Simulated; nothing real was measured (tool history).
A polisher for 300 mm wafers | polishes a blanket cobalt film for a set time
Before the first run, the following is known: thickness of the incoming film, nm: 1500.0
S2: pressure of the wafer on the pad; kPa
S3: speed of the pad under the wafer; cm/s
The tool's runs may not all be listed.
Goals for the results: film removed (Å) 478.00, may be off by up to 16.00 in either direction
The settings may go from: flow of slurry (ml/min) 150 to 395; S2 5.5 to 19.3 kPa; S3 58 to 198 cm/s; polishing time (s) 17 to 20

run 1 hour=0.0 | flow_of_slurry_(ml/min)=250 S2=12.4 S3=128 polishing_time_(s)=20 | film_removed_(Å)=1122.40
run 2 hour=0.6 | flow_of_slurry_(ml/min)=250 S2=12.4 S3=110 polishing_time_(s)=20 | film_removed_(Å)=986.33
run 3 hour=8.5 | flow_of_slurry_(ml/min)=220 S2=12.4 S3=110 polishing_time_(s)=20 | film_removed_(Å)=966.34
run 4 hour=12.3 | flow_of_slurry_(ml/min)=220 S2=12.4 S3=110 polishing_time_(s)=20 | film_removed_(Å)=951.21
run 5 hour=21.0 | flow_of_slurry_(ml/min)=210 S2=10.3 S3=106 polishing_time_(s)=20 | film_removed_(Å)=775.39
run 6 hour=26.4 | flow_of_slurry_(ml/min)=210 S2=12.4 S3=106 polishing_time_(s)=20 | film_removed_(Å)=930.35
-- hour=30.1 slurry nozzle cleaned
run 7 hour=30.1 | flow_of_slurry_(ml/min)=205 S2=10.3 S3=104 polishing_time_(s)=20 | film_removed_(Å)=761.29
run 8 hour=30.9 | flow_of_slurry_(ml/min)=205 S2=10.3 S3=104 polishing_time_(s)=20 | film_removed_(Å)=777.26

Consider the 5 candidate settings below. Which is the only one whose results all fall within their allowed miss of target?
run A hour=31.7 | flow_of_slurry_(ml/min)=155 S2=8.3 S3=94 polishing_time_(s)=17 | film_removed_(Å)=?
run B hour=31.7 | flow_of_slurry_(ml/min)=255 S2=10.3 S3=64 polishing_time_(s)=17 | film_removed_(Å)=?
run C hour=31.7 | flow_of_slurry_(ml/min)=235 S2=8.3 S3=82 polishing_time_(s)=17 | film_removed_(Å)=?
run D hour=31.7 | flow_of_slurry_(ml/min)=280 S2=6.9 S3=98 polishing_time_(s)=17 | film_removed_(Å)=?
run E hour=31.7 | flow_of_slurry_(ml/min)=320 S2=15.9 S3=72 polishing_time_(s)=20 | film_removed_(Å)=?

move=A film_removed_(Å)=474.29
move=B film_removed_(Å)=444.14
move=C film_removed_(Å)=438.33
move=D film_removed_(Å)=436.22
move=E film_removed_(Å)=887.90
A: hits every target within its allowed miss
B: moves the result that the last run missed by most past its target, out the other side
C: moves the result that the last run missed by most past its target, out the other side
D: moves the result that the last run missed by most past its target, out the other side
E: further off than the last run
The right move is A.

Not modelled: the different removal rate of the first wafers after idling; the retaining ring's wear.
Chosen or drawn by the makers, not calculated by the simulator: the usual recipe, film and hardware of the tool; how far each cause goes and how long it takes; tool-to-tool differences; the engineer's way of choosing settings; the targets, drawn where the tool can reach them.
